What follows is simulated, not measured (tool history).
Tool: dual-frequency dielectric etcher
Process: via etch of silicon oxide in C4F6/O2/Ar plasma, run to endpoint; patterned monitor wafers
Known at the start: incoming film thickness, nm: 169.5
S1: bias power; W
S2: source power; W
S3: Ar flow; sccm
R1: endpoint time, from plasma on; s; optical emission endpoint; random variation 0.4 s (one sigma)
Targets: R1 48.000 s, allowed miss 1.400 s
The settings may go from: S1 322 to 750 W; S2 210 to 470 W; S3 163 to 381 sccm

run    day   S1   S2   S3      R1
  1  0.000  536  340  272  41.865
  2  0.142  536  360  272  40.598
  3  0.421  536  320  272  43.251
  4  0.717  536  320  312  44.255
  5  0.917  520  320  313  45.019
  6  1.033  487  320  313  46.498
  7  1.404  481  320  313  46.546
  8  1.579  475  320  313  46.416

Which of these 4 next moves meets every target?
  A  1.754  456  360  324   ?
  B  1.754  372  360  324   ?
  C  1.754  481  360  320   ?
  D  1.754  483  350  295   ?

move      R1
   A  44.825
   B  48.709
   C  43.775
   D  43.882
A: further off than the last run
B: meets every target
C: further off than the last run
D: further off than the last run
Move B is the one to make.
